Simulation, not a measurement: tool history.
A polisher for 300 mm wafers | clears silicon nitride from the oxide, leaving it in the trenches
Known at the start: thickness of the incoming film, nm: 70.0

run  hour  flow of slurry (ml/min)  pressure of the wafer on the pad (psi)  speed of the pad under the wafer (cm/s)  overpolish time after the end point (s)  time until the end point was called (s)
  1   0.0                      270                                     2.7                                       86                                       15                                   79.457
  2   5.0                      270                                     2.7                                       72                                       15                                   97.300
  3   6.6                      270                                     3.1                                       74                                       15                                   80.686
  4  15.3                      270                                     3.3                                       74                                       15                                   75.350
  5  19.2                      270                                     3.5                                       74                                       15                                   75.638
  6  22.2                      270                                     3.6                                       78                                       15                                   67.799
  7  22.8                      270                                     3.7                                       80                                       15                                   64.084
  8  27.4                      270                                     3.8                                       80                                       15                                   63.655

The next listed run, before its measurement:
  9  29.4                      270                                     3.9                                       80                                       15                                        ?

Run 9 gave time until the end point was called (s) 60.557.
